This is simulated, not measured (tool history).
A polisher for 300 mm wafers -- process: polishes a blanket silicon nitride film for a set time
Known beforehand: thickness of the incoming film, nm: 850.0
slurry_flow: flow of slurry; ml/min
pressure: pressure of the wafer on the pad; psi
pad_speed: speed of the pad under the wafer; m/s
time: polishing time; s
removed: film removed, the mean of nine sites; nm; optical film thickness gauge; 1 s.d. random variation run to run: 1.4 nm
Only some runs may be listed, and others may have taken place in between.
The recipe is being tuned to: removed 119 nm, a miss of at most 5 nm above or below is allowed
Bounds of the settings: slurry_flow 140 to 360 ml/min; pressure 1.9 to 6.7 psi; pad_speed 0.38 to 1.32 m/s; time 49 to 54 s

run,hour,slurry_flow,pressure,pad_speed,time,removed
1,0,230,4.3,0.84,54,80.028
2,7.6,230,4.8,0.84,54,89.019
3,14.1,230,4.8,0.96,54,98.619
4,18.9,190,4.8,0.96,54,94.799
5,21.9,190,4.8,0.76,54,79.129
6,30,190,5.5,0.76,54,91.3
7,35,205,5.8,0.76,54,98.371
8,42.2,215,6,0.76,54,100.63

Pick the move, out of 5, that brings all results within their allowed miss; only one does.
A,49.4,240,5.1,0.76,52,?
B,49.4,230,5.9,0.92,54,?
C,49.4,210,5.7,0.7,49,?
D,49.4,220,6.2,0.6,49,?
E,49.4,210,5.8,0.76,50,?

move,removed
A,85.176
B,118.22
C,82.387
D,79.552
E,91.325
A: misses by more than the last run did
B: all results in spec
C: misses by more than the last run did
D: misses by more than the last run did
E: misses by more than the last run did
Move B is the one to make.
